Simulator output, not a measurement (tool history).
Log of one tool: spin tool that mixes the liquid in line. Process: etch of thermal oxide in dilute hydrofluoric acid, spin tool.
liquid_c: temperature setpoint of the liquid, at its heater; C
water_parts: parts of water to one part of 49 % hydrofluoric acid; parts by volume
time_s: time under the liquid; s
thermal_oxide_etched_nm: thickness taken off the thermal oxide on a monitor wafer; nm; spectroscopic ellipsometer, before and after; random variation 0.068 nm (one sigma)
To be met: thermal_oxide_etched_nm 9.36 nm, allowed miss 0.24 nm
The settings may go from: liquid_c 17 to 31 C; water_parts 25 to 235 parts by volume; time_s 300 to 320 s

Run 1, day 0: liquid_c 23 C, water_parts 130 parts by volume, time_s 300 s. Result: thermal_oxide_etched_nm 10.967 nm.
Run 2, day 0.292: liquid_c 23 C, water_parts 110 parts by volume, time_s 300 s. Result: thermal_oxide_etched_nm 13.413 nm.
Run 3, day 0.571: liquid_c 23 C, water_parts 95 parts by volume, time_s 300 s. Result: thermal_oxide_etched_nm 15.728 nm.
Run 4, day 0.867: liquid_c 21 C, water_parts 105 parts by volume, time_s 300 s. Result: thermal_oxide_etched_nm 13.085 nm.
Run 5, day 1.071: liquid_c 20 C, water_parts 110 parts by volume, time_s 300 s. Result: thermal_oxide_etched_nm 11.684 nm.
Run 6, day 1.183: liquid_c 19 C, water_parts 115 parts by volume, time_s 300 s. Result: thermal_oxide_etched_nm 10.867 nm.
Run 7, day 1.529: liquid_c 18.5 C, water_parts 115 parts by volume, time_s 300 s. Result: thermal_oxide_etched_nm 10.55 nm.
Run 8, day 1.858: liquid_c 18 C, water_parts 115 parts by volume, time_s 300 s. Result: thermal_oxide_etched_nm 10.242 nm.
Run 9, day 2.138: liquid_c 17.5 C, water_parts 115 parts by volume, time_s 300 s. Result: thermal_oxide_etched_nm 10.186 nm.
Run 10, day 2.408: liquid_c 17.5 C, water_parts 115 parts by volume, time_s 300 s. Result: thermal_oxide_etched_nm 10.127 nm.

5 next moves are on the table. One of them brings every result within its allowed miss. Which?
Run A, day 2.679: liquid_c 20 C, water_parts 115 parts by volume, time_s 300 s. Result: thermal_oxide_etched_nm ?.
Run B, day 2.679: liquid_c 18 C, water_parts 120 parts by volume, time_s 320 s. Result: thermal_oxide_etched_nm ?.
Run C, day 2.679: liquid_c 18 C, water_parts 105 parts by volume, time_s 300 s. Result: thermal_oxide_etched_nm ?.
Run D, day 2.679: liquid_c 17 C, water_parts 120 parts by volume, time_s 300 s. Result: thermal_oxide_etched_nm ?.
Run E, day 2.679: liquid_c 17.5 C, water_parts 140 parts by volume, time_s 320 s. Result: thermal_oxide_etched_nm ?.

move  thermal_oxide_etched_nm
   A                   11.286
   B                   10.572
   C                   11.506
   D                   9.5084
   E                    8.699
A: further off than the last run
B: further off than the last run
C: further off than the last run
D: meets every target
E: takes the result that was furthest off past its target
Answer: D
